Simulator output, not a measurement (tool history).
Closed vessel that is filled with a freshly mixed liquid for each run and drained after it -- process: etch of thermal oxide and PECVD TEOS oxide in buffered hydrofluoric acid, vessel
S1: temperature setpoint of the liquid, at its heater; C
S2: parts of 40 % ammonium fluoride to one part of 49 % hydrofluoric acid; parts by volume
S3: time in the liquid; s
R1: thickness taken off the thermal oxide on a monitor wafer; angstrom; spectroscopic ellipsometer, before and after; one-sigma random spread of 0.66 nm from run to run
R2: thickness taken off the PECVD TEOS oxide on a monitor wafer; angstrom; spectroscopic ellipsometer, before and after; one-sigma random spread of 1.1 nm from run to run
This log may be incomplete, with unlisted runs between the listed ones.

| run | hour | S1 | S2 | S3 | R1 | R2 |
|---|---|---|---|---|---|---|
| 1 | 0 | 20 | 10.5 | 60 | 508.5 | 721.84 |
| 2 | 5.2 | 22.5 | 10 | 60 | 614.3 | 884.47 |
| 3 | 11.1 | 22.5 | 7 | 60 | 845.06 | 1217.3 |
| 4 | 16.8 | 21 | 7 | 60 | 780.9 | 1102.3 |
| 5 | 18.1 | 21 | 7 | 45 | 588.33 | 834.3 |
| 6 | 26.8 | 18 | 7 | 45 | 499.68 | 702.25 |

What does the tool deliver on the next run?
| 7 | 27.8 | 21 | 7 | 45 | ? | ? |

Run 7 gave R1 587.81 angstrom, R2 833.67 angstrom.
